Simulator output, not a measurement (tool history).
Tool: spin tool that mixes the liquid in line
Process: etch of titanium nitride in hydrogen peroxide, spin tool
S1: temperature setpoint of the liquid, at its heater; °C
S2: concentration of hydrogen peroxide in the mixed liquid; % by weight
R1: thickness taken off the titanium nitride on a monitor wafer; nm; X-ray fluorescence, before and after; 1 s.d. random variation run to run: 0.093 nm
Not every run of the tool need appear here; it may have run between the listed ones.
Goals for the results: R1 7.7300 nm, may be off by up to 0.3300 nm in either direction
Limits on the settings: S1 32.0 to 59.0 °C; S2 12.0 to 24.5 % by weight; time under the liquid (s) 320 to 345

{"run": 1, "day": 0.0, "S1": 43.0, "S2": 16.5, "time under the liquid (s)": 320, "R1": 5.292}
{"run": 2, "day": 0.125, "S1": 44.0, "S2": 16.5, "time under the liquid (s)": 320, "R1": 5.7757}
{"run": 3, "day": 0.421, "S1": 40.5, "S2": 16.5, "time under the liquid (s)": 320, "R1": 4.4227}
{"run": 4, "day": 0.729, "S1": 40.5, "S2": 15.0, "time under the liquid (s)": 320, "R1": 4.4129}
{"run": 5, "day": 0.988, "S1": 36.0, "S2": 15.0, "time under the liquid (s)": 320, "R1": 3.1547}
{"run": 6, "day": 1.129, "S1": 39.0, "S2": 15.0, "time under the liquid (s)": 320, "R1": 3.86}
{"run": 7, "day": 1.179, "S1": 41.0, "S2": 15.0, "time under the liquid (s)": 320, "R1": 4.5935}
{"run": 8, "day": 1.362, "S1": 42.5, "S2": 15.0, "time under the liquid (s)": 320, "R1": 5.0299}
{"run": 9, "day": 1.729, "S1": 44.0, "S2": 15.0, "time under the liquid (s)": 320, "R1": 5.7707}

Of the 4 settings listed for the next run, only one would bring every result within its allowed miss of target. Which one?
{"run": "A", "day": 2.096, "S1": 40.0, "S2": 13.5, "time under the liquid (s)": 335, "R1": "?"}
{"run": "B", "day": 2.096, "S1": 48.5, "S2": 12.5, "time under the liquid (s)": 325, "R1": "?"}
{"run": "C", "day": 2.096, "S1": 41.0, "S2": 17.5, "time under the liquid (s)": 320, "R1": "?"}
{"run": "D", "day": 2.096, "S1": 48.5, "S2": 14.0, "time under the liquid (s)": 345, "R1": "?"}

move=A R1=4.3705
move=B R1=7.8855
move=C R1=4.7610
move=D R1=8.5716
A: moves away from the targets compared with the last run
B: all results land within tolerance of their targets
C: moves away from the targets compared with the last run
D: carries the result that was furthest off beyond its target, to the other side
Answer: B

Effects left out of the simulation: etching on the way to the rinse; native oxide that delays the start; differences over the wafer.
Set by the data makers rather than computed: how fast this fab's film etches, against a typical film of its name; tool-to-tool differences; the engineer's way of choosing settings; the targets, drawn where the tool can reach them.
